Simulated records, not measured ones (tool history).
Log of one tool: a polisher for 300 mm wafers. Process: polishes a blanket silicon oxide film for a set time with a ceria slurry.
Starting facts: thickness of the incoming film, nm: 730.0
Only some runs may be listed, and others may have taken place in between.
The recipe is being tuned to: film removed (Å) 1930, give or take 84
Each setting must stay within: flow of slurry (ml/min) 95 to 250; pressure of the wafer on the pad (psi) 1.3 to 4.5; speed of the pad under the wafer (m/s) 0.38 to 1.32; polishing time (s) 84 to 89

| run | hour | flow of slurry (ml/min) | pressure of the wafer on the pad (psi) | speed of the pad under the wafer (m/s) | polishing time (s) | film removed (Å) |
|---|---|---|---|---|---|---|
| 1 | 0 | 160 | 2.9 | 0.84 | 84 | 2704 |
| 2 | 2.4 | 160 | 3.6 | 0.84 | 84 | 3239.6 |
| 3 | 7.4 | 160 | 3.2 | 0.82 | 84 | 2833.9 |
| 4 | 8.8 | 160 | 2.7 | 0.82 | 84 | 2521.1 |
| 5 | 14.3 | 160 | 2.5 | 0.82 | 84 | 2321.9 |
| 6 | 17.3 | 200 | 2.5 | 0.82 | 84 | 2421.7 |
| 7 | 22.7 | 200 | 2.5 | 0.82 | 84 | 2471.4 |
| 8 | 27 | 195 | 2.3 | 0.82 | 84 | 2272.6 |

Consider the 4 candidate settings below. Which is the only one whose results all fall within their allowed miss of target?
| A | 31.3 | 225 | 2.2 | 0.74 | 89 | ? |
| B | 31.3 | 190 | 2 | 0.8 | 86 | ? |
| C | 31.3 | 175 | 3.1 | 0.54 | 86 | ? |
| D | 31.3 | 185 | 2.3 | 0.76 | 84 | ? |

| move | film removed (Å) |
|---|---|
| A | 2160 |
| B | 2054.8 |
| C | 1928 |
| D | 2102.9 |
A: better than the last run, though not everything is in spec
B: better than the last run, though not everything is in spec
C: in spec on every target
D: better than the last run, though not everything is in spec
Move C is the one to make.
